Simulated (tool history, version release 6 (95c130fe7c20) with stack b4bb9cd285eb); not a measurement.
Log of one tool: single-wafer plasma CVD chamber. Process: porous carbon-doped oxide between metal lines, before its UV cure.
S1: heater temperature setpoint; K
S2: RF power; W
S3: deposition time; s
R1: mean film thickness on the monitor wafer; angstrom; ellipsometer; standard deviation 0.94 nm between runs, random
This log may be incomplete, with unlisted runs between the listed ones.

| run | hour | S1 | S2 | S3 | R1 |
|---|---|---|---|---|---|
| 1 | 0.0 | 558.15 | 460 | 28.5 | 1572.5 |
| 2 | 2.8 | 558.15 | 405 | 28.5 | 1480.7 |
| 3 | 5.0 | 551.15 | 435 | 28.5 | 1609.8 |
| 4 | 12.8 | 546.15 | 445 | 28.5 | 1664.9 |
| 5 | 18.1 | 546.15 | 410 | 28.5 | 1616.4 |
| 6 | 21.9 | 546.15 | 410 | 27.2 | 1537.1 |

Run 7, settings as shown, results not yet in. Your forecast:
| 7 | 24.0 | 543.15 | 445 | 27.3 | ? |

R1: 1650.1 angstrom
